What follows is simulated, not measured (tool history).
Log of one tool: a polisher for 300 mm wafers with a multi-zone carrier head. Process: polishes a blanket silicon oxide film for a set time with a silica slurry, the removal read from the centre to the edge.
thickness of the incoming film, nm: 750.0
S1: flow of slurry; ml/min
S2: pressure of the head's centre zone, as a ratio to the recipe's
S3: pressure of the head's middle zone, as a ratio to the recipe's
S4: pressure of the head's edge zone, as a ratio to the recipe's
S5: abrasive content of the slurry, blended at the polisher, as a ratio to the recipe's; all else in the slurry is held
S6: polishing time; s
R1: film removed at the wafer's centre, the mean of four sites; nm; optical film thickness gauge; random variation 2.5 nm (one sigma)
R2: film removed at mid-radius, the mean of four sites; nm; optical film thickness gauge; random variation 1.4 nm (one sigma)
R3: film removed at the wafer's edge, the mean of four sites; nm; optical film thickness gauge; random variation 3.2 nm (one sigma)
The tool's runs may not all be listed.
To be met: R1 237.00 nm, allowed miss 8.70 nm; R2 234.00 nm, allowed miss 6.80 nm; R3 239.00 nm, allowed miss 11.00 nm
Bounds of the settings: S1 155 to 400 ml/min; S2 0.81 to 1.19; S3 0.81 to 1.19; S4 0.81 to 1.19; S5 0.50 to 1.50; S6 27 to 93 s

{"run": 1, "hour": 0.0, "S1": 255, "S2": 1.0, "S3": 1.0, "S4": 1.0, "S5": 1.0, "S6": 59, "R1": 324.61, "R2": 323.01, "R3": 320.51}
{"run": 2, "hour": 6.5, "S1": 255, "S2": 1.0, "S3": 1.0, "S4": 1.0, "S5": 1.0, "S6": 48, "R1": 262.25, "R2": 259.58, "R3": 258.42}
{"run": 3, "hour": 10.4, "S1": 245, "S2": 0.99, "S3": 0.98, "S4": 0.98, "S5": 1.0, "S6": 48, "R1": 259.39, "R2": 257.37, "R3": 248.2}
{"run": 4, "hour": 12.3, "S1": 235, "S2": 0.97, "S3": 0.96, "S4": 0.99, "S5": 1.0, "S6": 48, "R1": 249.97, "R2": 249.24, "R3": 250.61}
{"run": 5, "hour": 18.1, "S1": 235, "S2": 0.97, "S3": 0.96, "S4": 0.99, "S5": 1.0, "S6": 54, "R1": 276.71, "R2": 279.08, "R3": 284.16}
{"run": 6, "hour": 21.3, "S1": 230, "S2": 0.96, "S3": 0.92, "S4": 0.95, "S5": 0.95, "S6": 54, "R1": 269.8, "R2": 263.9, "R3": 271.49}
{"run": 7, "hour": 25.0, "S1": 210, "S2": 0.88, "S3": 0.85, "S4": 0.85, "S5": 0.75, "S6": 54, "R1": 214.83, "R2": 213.14, "R3": 222.88}
{"run": 8, "hour": 33.9, "S1": 230, "S2": 0.89, "S3": 0.86, "S4": 0.87, "S5": 0.75, "S6": 54, "R1": 223.49, "R2": 216.8, "R3": 228.06}
{"run": 9, "hour": 41.9, "S1": 240, "S2": 0.89, "S3": 0.88, "S4": 0.88, "S5": 0.75, "S6": 54, "R1": 217.68, "R2": 223.65, "R3": 228.59}
{"run": 10, "hour": 48.7, "S1": 245, "S2": 0.91, "S3": 0.89, "S4": 0.89, "S5": 0.75, "S6": 54, "R1": 221.07, "R2": 224.77, "R3": 236.14}
{"run": 11, "hour": 52.0, "S1": 245, "S2": 0.93, "S3": 0.9, "S4": 0.89, "S5": 0.75, "S6": 54, "R1": 226.85, "R2": 227.96, "R3": 230.57}
{"run": 12, "hour": 59.8, "S1": 245, "S2": 0.93, "S3": 0.9, "S4": 0.89, "S5": 0.75, "S6": 54, "R1": 228.36, "R2": 226.26, "R3": 234.81}

Which of these 5 next moves meets every target?
{"run": "A", "hour": 67.6, "S1": 245, "S2": 0.96, "S3": 0.93, "S4": 0.84, "S5": 0.9, "S6": 52, "R1": "?", "R2": "?", "R3": "?"}
{"run": "B", "hour": 67.6, "S1": 265, "S2": 0.99, "S3": 0.98, "S4": 0.81, "S5": 0.9, "S6": 46, "R1": "?", "R2": "?", "R3": "?"}
{"run": "C", "hour": 67.6, "S1": 295, "S2": 0.86, "S3": 0.88, "S4": 0.97, "S5": 0.6, "S6": 64, "R1": "?", "R2": "?", "R3": "?"}
{"run": "D", "hour": 67.6, "S1": 305, "S2": 0.97, "S3": 0.94, "S4": 0.98, "S5": 0.65, "S6": 58, "R1": "?", "R2": "?", "R3": "?"}
{"run": "E", "hour": 67.6, "S1": 235, "S2": 1.06, "S3": 0.86, "S4": 0.81, "S5": 0.85, "S6": 49, "R1": "?", "R2": "?", "R3": "?"}

move=A R1=253.12 R2=253.00 R3=239.84
move=B R1=232.80 R2=235.42 R3=209.74
move=C R1=217.86 R2=232.17 R3=245.32
move=D R1=237.13 R2=236.13 R3=237.15
move=E R1=253.93 R2=215.36 R3=214.89
A: takes the result that was furthest off past its target
B: brings the result that was furthest off to its target, and leaves another outside
C: brings the result that was furthest off to its target, and leaves another outside
D: meets every target
E: further off than the last run
The right move is D.
